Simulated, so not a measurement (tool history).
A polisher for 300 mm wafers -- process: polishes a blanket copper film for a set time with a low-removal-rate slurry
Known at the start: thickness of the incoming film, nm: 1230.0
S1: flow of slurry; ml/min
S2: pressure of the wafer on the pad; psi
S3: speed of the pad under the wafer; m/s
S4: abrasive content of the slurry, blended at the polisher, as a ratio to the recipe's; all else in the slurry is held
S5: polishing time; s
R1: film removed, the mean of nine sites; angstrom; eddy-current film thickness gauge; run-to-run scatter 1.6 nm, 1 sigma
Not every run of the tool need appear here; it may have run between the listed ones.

run,hour,S1,S2,S3,S4,S5,R1
1,0,155,3.3,1.08,1,49,1858.9
2,3.9,155,3.3,0.94,1,49,1655.9
3,12.7,155,3.3,0.94,1,44,1492.2
4,14.8,165,3.5,0.94,1,44,1566.7
5,16.1,165,3.5,1.14,1,44,1853.5
6,24.8,205,3.5,1.14,1,44,1895.2

What does the tool deliver on the next run?
# hour 31.7: head pressure recalibrated
7,31.7,205,3.6,1.14,1,44,?

{"run 7": {"R1": 2106.7}}
